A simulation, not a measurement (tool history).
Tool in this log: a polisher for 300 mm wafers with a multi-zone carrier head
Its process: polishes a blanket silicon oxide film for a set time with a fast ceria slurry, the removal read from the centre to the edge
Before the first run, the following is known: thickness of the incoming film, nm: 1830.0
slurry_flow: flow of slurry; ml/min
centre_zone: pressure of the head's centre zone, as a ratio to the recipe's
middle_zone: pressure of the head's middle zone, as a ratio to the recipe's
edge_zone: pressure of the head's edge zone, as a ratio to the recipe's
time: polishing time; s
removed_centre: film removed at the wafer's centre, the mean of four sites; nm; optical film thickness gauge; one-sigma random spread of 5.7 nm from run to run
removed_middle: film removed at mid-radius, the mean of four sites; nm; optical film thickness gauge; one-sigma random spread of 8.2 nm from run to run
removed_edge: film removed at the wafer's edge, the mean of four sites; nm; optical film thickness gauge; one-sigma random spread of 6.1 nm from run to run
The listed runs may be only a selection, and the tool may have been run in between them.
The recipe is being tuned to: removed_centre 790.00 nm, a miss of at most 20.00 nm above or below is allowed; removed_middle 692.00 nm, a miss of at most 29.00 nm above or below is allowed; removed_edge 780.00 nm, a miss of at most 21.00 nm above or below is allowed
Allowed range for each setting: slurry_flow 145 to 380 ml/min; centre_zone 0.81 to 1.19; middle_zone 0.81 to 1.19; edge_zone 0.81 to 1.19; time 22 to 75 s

Run 1, day 0.000: slurry_flow 245 ml/min, centre_zone 1.00, middle_zone 1.00, edge_zone 1.00, time 48 s. Result: removed_centre 676.26 nm, removed_middle 681.09 nm, removed_edge 708.97 nm.
Run 2, day 0.183: slurry_flow 265 ml/min, centre_zone 1.03, middle_zone 0.99, edge_zone 1.03, time 48 s. Result: removed_centre 709.01 nm, removed_middle 681.19 nm, removed_edge 719.69 nm.
Run 3, day 0.317: slurry_flow 265 ml/min, centre_zone 1.03, middle_zone 0.99, edge_zone 1.03, time 41 s. Result: removed_centre 593.50 nm, removed_middle 567.11 nm, removed_edge 617.83 nm.
Run 4, day 0.425: slurry_flow 265 ml/min, centre_zone 1.03, middle_zone 1.06, edge_zone 1.03, time 41 s. Result: removed_centre 599.17 nm, removed_middle 611.17 nm, removed_edge 621.24 nm.
Run 5, day 0.733: slurry_flow 270 ml/min, centre_zone 1.06, middle_zone 1.04, edge_zone 1.07, time 43 s. Result: removed_centre 649.64 nm, removed_middle 628.31 nm, removed_edge 669.26 nm.
At day 1.046: edge zone pressure recalibrated.
Run 6, day 1.046: slurry_flow 245 ml/min, centre_zone 1.06, middle_zone 1.04, edge_zone 1.07, time 43 s. Result: removed_centre 645.39 nm, removed_middle 622.87 nm, removed_edge 644.60 nm.
Run 7, day 1.196: slurry_flow 280 ml/min, centre_zone 1.09, middle_zone 1.04, edge_zone 1.11, time 44 s. Result: removed_centre 692.09 nm, removed_middle 634.96 nm, removed_edge 670.82 nm.
Run 8, day 1.312: slurry_flow 295 ml/min, centre_zone 1.09, middle_zone 1.03, edge_zone 1.13, time 46 s. Result: removed_centre 717.88 nm, removed_middle 675.72 nm, removed_edge 708.92 nm.
Run 9, day 1.458: slurry_flow 300 ml/min, centre_zone 1.14, middle_zone 0.94, edge_zone 1.19, time 50 s. Result: removed_centre 817.85 nm, removed_middle 691.49 nm, removed_edge 791.05 nm.

Below are 4 possible settings for the next run. Only one of them brings all results inside the allowed miss of their targets. Which is it?
Run A, day 1.604: slurry_flow 335 ml/min, centre_zone 1.18, middle_zone 0.99, edge_zone 1.13, time 50 s. Result: removed_centre ?, removed_middle ?, removed_edge ?.
Run B, day 1.604: slurry_flow 325 ml/min, centre_zone 1.11, middle_zone 0.96, edge_zone 1.16, time 49 s. Result: removed_centre ?, removed_middle ?, removed_edge ?.
Run C, day 1.604: slurry_flow 225 ml/min, centre_zone 1.02, middle_zone 0.87, edge_zone 1.19, time 54 s. Result: removed_centre ?, removed_middle ?, removed_edge ?.
Run D, day 1.604: slurry_flow 335 ml/min, centre_zone 1.18, middle_zone 0.89, edge_zone 1.18, time 50 s. Result: removed_centre ?, removed_middle ?, removed_edge ?.

move  removed_centre  removed_middle  removed_edge
   A          841.35          713.40        785.50
   B          779.89          679.55        778.90
   C          762.43          661.19        843.11
   D          840.76          652.62        804.38
A: further off than the last run
B: each result inside its tolerance
C: takes the result that was furthest off past its target
D: further off than the last run
B meets every target.
